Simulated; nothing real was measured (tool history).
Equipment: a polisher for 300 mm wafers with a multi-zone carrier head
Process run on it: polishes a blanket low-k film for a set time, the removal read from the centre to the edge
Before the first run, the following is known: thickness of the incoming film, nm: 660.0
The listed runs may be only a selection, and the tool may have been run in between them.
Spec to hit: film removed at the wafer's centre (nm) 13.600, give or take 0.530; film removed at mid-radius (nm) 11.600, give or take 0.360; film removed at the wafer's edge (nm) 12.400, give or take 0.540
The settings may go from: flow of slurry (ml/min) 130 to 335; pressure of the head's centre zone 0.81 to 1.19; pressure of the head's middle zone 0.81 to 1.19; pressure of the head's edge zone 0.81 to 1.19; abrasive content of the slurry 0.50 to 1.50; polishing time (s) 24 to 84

run	hour	flow of slurry (ml/min)	pressure of the head's centre zone	pressure of the head's middle zone	pressure of the head's edge zone	abrasive content of the slurry	polishing time (s)	film removed at the wafer's centre (nm)	film removed at mid-radius (nm)	film removed at the wafer's edge (nm)
1	0.0	215	1.00	1.00	1.00	1.00	54	19.648	19.881	20.115
2	3.4	210	1.01	0.97	0.97	0.90	52	19.085	18.257	17.933
3	4.2	210	1.01	0.97	0.97	0.75	52	17.273	17.159	17.434
4	10.0	210	1.05	0.97	0.97	0.75	52	18.261	17.302	17.432
5	15.1	210	1.05	0.97	0.92	0.75	52	18.117	16.968	16.623
6	15.7	250	1.05	0.97	0.92	0.75	52	18.411	17.242	16.931
7	18.7	250	1.04	0.93	0.91	0.70	50	17.029	15.613	16.042
8	26.1	215	1.07	0.86	0.81	0.50	42	13.053	11.006	11.390
9	28.8	225	1.07	0.86	0.83	0.50	42	12.769	10.933	11.225
10	32.5	225	1.07	0.86	0.85	0.55	42	13.566	11.239	11.917

Which single option among these 5 for the next run brings every result within its allowed miss of target? Just one does.
A	36.2	210	1.07	0.89	0.81	0.65	40	?	?	?
B	36.2	230	1.06	0.83	0.86	0.50	43	?	?	?
C	36.2	270	1.02	0.84	0.86	0.75	39	?	?	?
D	36.2	225	1.13	0.88	0.84	0.60	39	?	?	?
E	36.2	270	1.11	0.94	0.81	0.50	41	?	?	?

move	film removed at the wafer's centre (nm)	film removed at mid-radius (nm)	film removed at the wafer's edge (nm)
A	13.459	11.688	11.628
B	13.245	10.948	11.820
C	13.620	11.772	12.526
D	13.570	11.069	11.274
E	13.472	11.778	11.110
A: the worst result of the last run now meets its target, but another is out of spec
B: the biggest miss grows against the last run
C: in spec on every target
D: the biggest miss grows against the last run
E: the worst result of the last run now meets its target, but another is out of spec
C is the move that brings every result within its allowed miss.
